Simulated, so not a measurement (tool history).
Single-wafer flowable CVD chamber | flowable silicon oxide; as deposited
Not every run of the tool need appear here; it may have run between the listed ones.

| run | day | heater temperature setpoint (°C) | chamber pressure (mTorr) | RF power (kW) | deposition time (s) | mean film thickness on the monitor wafer (angstrom) |
|---|---|---|---|---|---|---|
| 1 | 0 | 95 | 868 | 2.405 | 787 | 6439.8 |
| 2 | 0.329 | 87 | 868 | 2.405 | 787 | 8687.8 |
| 3 | 0.433 | 87 | 868 | 2.405 | 787 | 8651.1 |
| 4 | 0.504 | 87 | 783 | 2.405 | 787 | 7790.6 |
| 5 | 0.642 | 91 | 782 | 2.405 | 787 | 6819.3 |
| 6 | 0.775 | 91 | 782 | 2.66 | 787 | 6921.4 |

Run 7 comes next. What will it give?
| 7 | 0.9 | 103 | 780 | 2.66 | 787 | ? |

Run 7 yielded mean film thickness on the monitor wafer (angstrom) 4392.6.

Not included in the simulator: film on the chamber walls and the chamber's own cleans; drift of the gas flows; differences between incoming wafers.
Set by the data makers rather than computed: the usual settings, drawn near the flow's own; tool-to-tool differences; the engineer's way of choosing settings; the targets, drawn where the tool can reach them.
